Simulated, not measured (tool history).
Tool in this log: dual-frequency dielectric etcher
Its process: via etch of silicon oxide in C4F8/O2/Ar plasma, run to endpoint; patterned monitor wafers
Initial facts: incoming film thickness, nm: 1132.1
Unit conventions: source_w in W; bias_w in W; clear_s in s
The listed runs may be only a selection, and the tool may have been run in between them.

Run 1, hour 0.0: source_w 1440 W, bias_w 2128 W. Result: clear_s 250.27 s.
Run 2, hour 2.0: source_w 1440 W, bias_w 2263 W. Result: clear_s 252.24 s.
Run 3, hour 4.2: source_w 1500 W, bias_w 2340 W. Result: clear_s 239.74 s.
Run 4, hour 12.1: source_w 1700 W, bias_w 2340 W. Result: clear_s 224.93 s.
Run 5, hour 15.1: source_w 1730 W, bias_w 2354 W. Result: clear_s 219.46 s.
Run 6, hour 19.6: source_w 1820 W, bias_w 2354 W. Result: clear_s 214.92 s.

Run 7 has not been measured yet. What should we expect?
Run 7, hour 22.3: source_w 1840 W, bias_w 2362 W. Result: clear_s ?.

For run 7 the tool returned clear_s 214.17 s.
